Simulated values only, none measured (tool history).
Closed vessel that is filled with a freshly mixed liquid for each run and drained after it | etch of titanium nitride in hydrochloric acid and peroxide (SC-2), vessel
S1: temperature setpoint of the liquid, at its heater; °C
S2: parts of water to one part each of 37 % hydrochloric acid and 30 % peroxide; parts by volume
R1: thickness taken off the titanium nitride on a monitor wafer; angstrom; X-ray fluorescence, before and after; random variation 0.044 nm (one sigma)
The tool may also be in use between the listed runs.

{"run": 1, "hour": 0.0, "S1": 55, "S2": 7, "time in the liquid (s)": 130, "R1": 80.145}
{"run": 2, "hour": 3.7, "S1": 53.5, "S2": 7, "time in the liquid (s)": 130, "R1": 72.85}
{"run": 3, "hour": 11.4, "S1": 52.5, "S2": 7, "time in the liquid (s)": 130, "R1": 67.633}
{"run": 4, "hour": 19.3, "S1": 51.5, "S2": 7, "time in the liquid (s)": 130, "R1": 62.566}
{"run": 5, "hour": 25.6, "S1": 51.5, "S2": 7, "time in the liquid (s)": 75, "R1": 36.064}
{"run": 6, "hour": 29.0, "S1": 58, "S2": 7, "time in the liquid (s)": 75, "R1": 55.946}
{"run": 7, "hour": 32.0, "S1": 57.5, "S2": 7, "time in the liquid (s)": 75, "R1": 54.13}
{"run": 8, "hour": 39.7, "S1": 57, "S2": 7, "time in the liquid (s)": 75, "R1": 52.934}

Run 9 comes next. What will it give?
{"run": 9, "hour": 41.3, "S1": 56.5, "S2": 7, "time in the liquid (s)": 75, "R1": "?"}

R1: 50.554 angstrom

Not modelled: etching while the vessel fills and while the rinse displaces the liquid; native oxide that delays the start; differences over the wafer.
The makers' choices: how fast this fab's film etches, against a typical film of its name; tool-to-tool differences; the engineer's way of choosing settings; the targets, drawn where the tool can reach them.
